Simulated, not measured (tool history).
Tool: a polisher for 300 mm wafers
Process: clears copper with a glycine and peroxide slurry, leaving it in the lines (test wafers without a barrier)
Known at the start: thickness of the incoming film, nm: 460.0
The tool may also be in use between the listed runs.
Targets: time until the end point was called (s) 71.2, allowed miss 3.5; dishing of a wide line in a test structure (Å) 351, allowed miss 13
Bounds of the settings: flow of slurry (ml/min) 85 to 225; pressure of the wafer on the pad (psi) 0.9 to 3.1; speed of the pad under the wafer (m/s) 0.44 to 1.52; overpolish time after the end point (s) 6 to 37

run  hour  flow of slurry (ml/min)  pressure of the wafer on the pad (psi)  speed of the pad under the wafer (m/s)  overpolish time after the end point (s)  time until the end point was called (s)  dishing of a wide line in a test structure (Å)
  1     0                      145                                       2                                    0.98                                       19                                   87.079                                          537.02
  2   7.8                      145                                       2                                       1                                       17                                   88.621                                          506.34
  3   9.5                      145                                       2                                    1.16                                       17                                   77.939                                          538.06
  4  18.4                      110                                       2                                    1.16                                       17                                   80.647                                          524.42
  5  24.8                      105                                       2                                     1.2                                       16                                   81.702                                          511.28
  6  25.5                      120                                     1.9                                    1.22                                       15                                   79.057                                          478.93
  7  29.6                      125                                     1.9                                    1.24                                       14                                   79.082                                          463.06
  8  37.2                      130                                     1.9                                    1.26                                       13                                   77.815                                          447.79
  9  41.4                      135                                     1.9                                    1.28                                       12                                   77.087                                          414.71
 10  42.5                      140                                     1.9                                     1.3                                       12                                   75.206                                          426.48
 11  44.7                      135                                       2                                    1.32                                        6                                   71.855                                          243.88
 12  50.1                      175                                     1.7                                    1.38                                        9                                   75.363                                          339.53

4 next moves are on the table. One of them brings every result within its allowed miss. Which?
  A  55.5                      205                                       2                                    1.24                                        9                                        ?                                               ?
  B  55.5                      170                                     1.6                                    1.34                                        9                                        ?                                               ?
  C  55.5                      140                                     1.7                                    1.28                                       11                                        ?                                               ?
  D  55.5                      185                                     1.6                                    1.28                                       10                                        ?                                               ?

move  time until the end point was called (s)  dishing of a wide line in a test structure (Å)
   A                                   70.389                                          348.16
   B                                   80.297                                          311.04
   C                                    81.53                                           362.7
   D                                    81.91                                          334.27
A: meets every target
B: further off than the last run
C: further off than the last run
D: further off than the last run
Answer: A
